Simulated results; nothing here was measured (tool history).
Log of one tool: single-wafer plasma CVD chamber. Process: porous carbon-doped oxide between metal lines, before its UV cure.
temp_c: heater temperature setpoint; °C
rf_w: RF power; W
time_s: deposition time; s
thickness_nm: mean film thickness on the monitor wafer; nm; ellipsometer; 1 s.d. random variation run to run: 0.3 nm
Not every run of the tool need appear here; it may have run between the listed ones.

run,hour,temp_c,rf_w,time_s,thickness_nm
1,0,280,395,17.3,88.397
2,6.8,280,440,17.3,96.553
3,8.7,280,440,17.8,99.133
4,11.2,284,420,17.8,92.914
5,18.3,284,465,17.8,100.35
6,20.1,279,465,17.8,104.13
7,28.9,291,400,17.6,83.989
8,31.3,291,400,17.6,84.177
9,35.2,291,400,17.6,84.165

Run 10 comes next. What will it give?
10,37.1,293,390,17.6,?

{"run 10": {"thickness_nm": 81.923}}

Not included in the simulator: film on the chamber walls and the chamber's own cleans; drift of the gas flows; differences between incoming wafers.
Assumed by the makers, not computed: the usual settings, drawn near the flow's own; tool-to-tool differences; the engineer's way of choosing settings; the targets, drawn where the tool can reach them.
